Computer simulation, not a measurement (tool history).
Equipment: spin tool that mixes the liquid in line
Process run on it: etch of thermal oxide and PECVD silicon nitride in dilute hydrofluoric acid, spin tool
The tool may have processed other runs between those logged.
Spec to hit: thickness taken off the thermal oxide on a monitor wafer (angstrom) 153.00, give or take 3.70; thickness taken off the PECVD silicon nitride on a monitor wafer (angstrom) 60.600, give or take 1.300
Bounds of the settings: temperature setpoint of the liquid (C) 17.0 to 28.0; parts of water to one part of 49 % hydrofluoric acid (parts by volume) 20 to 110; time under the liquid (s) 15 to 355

run	day	temperature setpoint of the liquid (C)	parts of water to one part of 49 % hydrofluoric acid (parts by volume)	time under the liquid (s)	thickness taken off the thermal oxide on a monitor wafer (angstrom)	thickness taken off the PECVD silicon nitride on a monitor wafer (angstrom)
1	0.000	20.0	60	180	144.38	61.633
2	0.108	19.5	60	180	140.12	59.491
3	0.483	19.0	60	180	137.21	57.496
4	0.675	20.0	60	180	143.04	62.424
5	0.858	22.0	60	180	155.45	70.727
6	1.146	21.0	60	180	150.13	65.982
# day 1.321: hydrofluoric acid flow meter replaced
7	1.321	20.5	60	180	131.09	57.766
8	1.483	20.0	55	180	143.66	61.230
9	1.679	20.0	50	180	155.89	66.237
10	2.012	17.5	45	180	157.87	62.353
11	2.367	17.5	50	180	142.18	55.613
12	2.717	18.0	45	180	160.41	64.718
13	2.983	17.5	45	180	159.27	62.682
14	3.158	17.5	50	180	139.56	56.617

Exercise: of the 4 proposed moves below, exactly one satisfies all targets within the stated allowed misses. Which move is it?
A	3.333	20.5	65	185	?	?
B	3.333	24.5	65	155	?	?
C	3.333	17.5	50	175	?	?
D	3.333	18.5	30	110	?	?

move	thickness taken off the thermal oxide on a monitor wafer (angstrom)	thickness taken off the PECVD silicon nitride on a monitor wafer (angstrom)
A	124.71	55.091
B	123.20	60.521
C	137.34	54.551
D	153.75	60.277
A: the biggest miss grows against the last run
B: the biggest miss grows against the last run
C: the biggest miss grows against the last run
D: every result within its allowed miss
So the answer is move D, the one that meets all the targets.

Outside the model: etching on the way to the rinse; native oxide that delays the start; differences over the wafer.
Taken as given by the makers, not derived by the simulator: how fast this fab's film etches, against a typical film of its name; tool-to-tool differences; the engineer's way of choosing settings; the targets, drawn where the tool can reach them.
